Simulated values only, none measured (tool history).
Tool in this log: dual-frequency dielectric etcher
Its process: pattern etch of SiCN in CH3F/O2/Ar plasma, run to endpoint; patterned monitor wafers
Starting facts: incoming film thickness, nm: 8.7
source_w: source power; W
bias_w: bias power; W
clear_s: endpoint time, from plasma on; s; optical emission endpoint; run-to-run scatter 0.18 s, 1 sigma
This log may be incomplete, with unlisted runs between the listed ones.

run	hour	source_w	bias_w	clear_s
1	0	500	72	20.94
2	3.3	530	72	20.357
3	11.1	500	70	21.335
4	17.2	560	70	20.222
5	24.1	620	70	19.253
6	29.3	560	70	20.154
7	34.3	520	68	20.94
8	43.2	490	66	21.797

Predict the results of run 9:
9	50.6	470	65	?

For run 9 the tool returned clear_s 22.248 s.
